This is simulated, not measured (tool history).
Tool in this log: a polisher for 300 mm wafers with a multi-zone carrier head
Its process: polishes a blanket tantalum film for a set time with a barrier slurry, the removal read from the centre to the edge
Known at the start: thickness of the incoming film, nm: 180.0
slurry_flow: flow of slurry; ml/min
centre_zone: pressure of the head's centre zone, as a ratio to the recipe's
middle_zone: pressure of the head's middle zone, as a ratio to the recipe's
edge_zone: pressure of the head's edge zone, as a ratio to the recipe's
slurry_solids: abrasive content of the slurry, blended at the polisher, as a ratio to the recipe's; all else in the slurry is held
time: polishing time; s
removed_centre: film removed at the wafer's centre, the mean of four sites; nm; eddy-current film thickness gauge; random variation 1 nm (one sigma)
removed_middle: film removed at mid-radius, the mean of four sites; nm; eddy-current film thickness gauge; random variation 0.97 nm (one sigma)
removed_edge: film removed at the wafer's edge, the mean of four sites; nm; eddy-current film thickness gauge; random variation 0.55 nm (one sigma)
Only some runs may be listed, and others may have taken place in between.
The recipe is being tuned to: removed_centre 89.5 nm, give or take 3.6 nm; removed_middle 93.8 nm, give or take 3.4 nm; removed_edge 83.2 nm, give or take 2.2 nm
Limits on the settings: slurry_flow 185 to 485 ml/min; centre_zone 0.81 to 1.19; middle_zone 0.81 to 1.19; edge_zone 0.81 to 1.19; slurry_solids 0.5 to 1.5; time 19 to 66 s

| run | hour | slurry_flow | centre_zone | middle_zone | edge_zone | slurry_solids | time | removed_centre | removed_middle | removed_edge |
|---|---|---|---|---|---|---|---|---|---|---|
| 1 | 0 | 310 | 1 | 1 | 1 | 1 | 42 | 67.107 | 66.528 | 64.44 |
| 2 | 8 | 310 | 0.93 | 1 | 1 | 1 | 42 | 62.338 | 65.899 | 64.667 |
| 3 | 13.9 | 310 | 0.93 | 1 | 1.08 | 1 | 42 | 60.871 | 64.64 | 66.867 |
| 4 | 16.2 | 370 | 0.93 | 1 | 1.08 | 1 | 42 | 62.341 | 65.995 | 67.475 |
| 5 | 19 | 340 | 0.93 | 1 | 1.08 | 1 | 42 | 61.641 | 66.543 | 67.312 |
| 6 | 23.8 | 345 | 0.97 | 1.04 | 1.09 | 1.15 | 43 | 67.716 | 71.314 | 70.836 |
| 7 | 29 | 350 | 1 | 1.07 | 1.09 | 1.25 | 44 | 72.603 | 74.602 | 73.896 |
| 8 | 37.5 | 355 | 1.01 | 1.1 | 1.07 | 1.3 | 45 | 76.809 | 80.026 | 74.692 |
| 9 | 40.9 | 360 | 1.02 | 1.12 | 1.08 | 1.35 | 46 | 79.456 | 84.39 | 78.222 |
| 10 | 47.1 | 365 | 1.04 | 1.14 | 1.08 | 1.4 | 46 | 82.617 | 86.13 | 79.477 |

Pick the move, out of 5, that brings all results within their allowed miss; only one does.
| A | 53.3 | 345 | 1.13 | 1.1 | 0.96 | 1.4 | 48 | ? | ? | ? |
| B | 53.3 | 315 | 1.1 | 1.19 | 1.11 | 1.3 | 49 | ? | ? | ? |
| C | 53.3 | 405 | 1.08 | 1.19 | 1 | 1.5 | 46 | ? | ? | ? |
| D | 53.3 | 350 | 1.07 | 1.16 | 0.96 | 1.3 | 48 | ? | ? | ? |
| E | 53.3 | 480 | 1.06 | 1.05 | 1.18 | 1 | 45 | ? | ? | ? |

| move | removed_centre | removed_middle | removed_edge |
|---|---|---|---|
| A | 89.768 | 87.685 | 77.347 |
| B | 87.411 | 93.457 | 83.144 |
| C | 84.254 | 91.627 | 77.073 |
| D | 83.975 | 90.415 | 76.33 |
| E | 75.875 | 76.05 | 76.816 |
A: lands further from the targets than the last run did
B: in spec on every target
C: corrects the largest miss of the last run, while another result sits out of spec
D: corrects the largest miss of the last run, while another result sits out of spec
E: lands further from the targets than the last run did
Answer: B
